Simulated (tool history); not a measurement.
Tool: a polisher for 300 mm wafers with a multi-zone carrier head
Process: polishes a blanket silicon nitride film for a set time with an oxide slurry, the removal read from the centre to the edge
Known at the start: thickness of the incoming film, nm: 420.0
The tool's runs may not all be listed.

run,day,flow of slurry (ml/min),pressure of the head's centre zone,pressure of the head's middle zone,pressure of the head's edge zone,abrasive content of the slurry,polishing time (s),film removed at the wafer's centre (nm),film removed at mid-radius (nm),film removed at the wafer's edge (nm)
1,0,250,1,1,1,1,35,32.367,32.093,31.57
2,0.375,250,1,1,0.92,1,35,32.468,32.877,30.458
3,0.567,250,1,1,0.84,1,35,33.219,32.713,29.947
4,0.871,255,1,1.02,0.85,1.05,35,33.252,34.191,31.069
5,1.129,260,1.02,1.04,0.85,1.1,35,34.571,36.109,32.651
6,1.492,215,1.02,1.04,0.85,1.1,35,34.163,34.153,31.225

Forecast run 7:
7,1.754,235,1.04,1.05,0.85,1.1,35,?,?,?

film removed at the wafer's centre (nm): 35.158
film removed at mid-radius (nm): 35.532
film removed at the wafer's edge (nm): 31.878
